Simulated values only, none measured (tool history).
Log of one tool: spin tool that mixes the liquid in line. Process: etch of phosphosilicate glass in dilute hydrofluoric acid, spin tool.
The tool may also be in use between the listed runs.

run,hour,temperature setpoint of the liquid (°C),parts of water to one part of 49 % hydrofluoric acid (parts by volume),time under the liquid (s),thickness taken off the phosphosilicate glass on a monitor wafer (Å)
1,0,24,110,55,380.59
2,6.1,24,110,60,417.53
3,13.2,24,110,60,412.51
4,14.8,24,110,55,380.25
5,17.2,24,110,55,381.19
6,20.2,24,110,60,412.07
7,26.9,26,110,60,451.31
8,31.6,27.5,110,60,476.4

Forecast run 9:
9,32.3,28.5,110,60,?

Run 9 gave thickness taken off the phosphosilicate glass on a monitor wafer (Å) 495.96.
